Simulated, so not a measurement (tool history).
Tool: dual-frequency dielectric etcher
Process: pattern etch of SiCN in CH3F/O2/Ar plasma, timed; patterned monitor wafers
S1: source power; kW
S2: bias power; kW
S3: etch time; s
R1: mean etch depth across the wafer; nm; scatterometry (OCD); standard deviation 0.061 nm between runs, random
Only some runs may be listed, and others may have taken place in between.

run 1 hour=0 | S1=0.37 S2=0.102 S3=29 | R1=11.64
run 2 hour=2.6 | S1=0.37 S2=0.096 S3=29 | R1=11.446
run 3 hour=6.2 | S1=0.37 S2=0.115 S3=29 | R1=12.034
run 4 hour=13.8 | S1=0.37 S2=0.128 S3=29 | R1=12.48
run 5 hour=18.9 | S1=0.35 S2=0.128 S3=29 | R1=12.425
run 6 hour=23.7 | S1=0.35 S2=0.143 S3=29 | R1=12.903

The next listed run, before its measurement:
run 7 hour=30.6 | S1=0.36 S2=0.143 S3=29 | R1=?

R1: 13.059 nm
